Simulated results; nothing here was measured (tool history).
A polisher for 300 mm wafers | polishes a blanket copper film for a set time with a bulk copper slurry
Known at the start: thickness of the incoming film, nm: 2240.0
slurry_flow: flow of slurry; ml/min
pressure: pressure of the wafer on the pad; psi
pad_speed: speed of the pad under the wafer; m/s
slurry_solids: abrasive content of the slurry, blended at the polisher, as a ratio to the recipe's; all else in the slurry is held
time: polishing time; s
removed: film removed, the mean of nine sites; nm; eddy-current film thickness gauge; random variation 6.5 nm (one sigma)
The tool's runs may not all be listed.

run,hour,slurry_flow,pressure,pad_speed,slurry_solids,time,removed
1,0,180,3.1,1.12,1,50,563.68
2,1.3,180,3.1,1.34,1,50,656.66
3,7.3,180,3.1,1.34,0.9,50,642.6
4,12.1,150,3.1,1.34,0.9,50,636.28
5,17.2,150,3.5,1.34,0.9,50,705.5
6,20.1,160,3.8,1.34,0.9,50,765.26
7,23.2,160,3.8,1.34,0.9,50,780.81
8,31.5,170,4,1.34,0.9,50,819.57
9,39.6,170,4,1.34,0.9,50,818.37
10,41.4,175,4.2,1.34,0.9,50,857.61

Forecast run 11:
11,44.6,175,4.3,1.34,0.9,50,?

removed: 885.47 nm
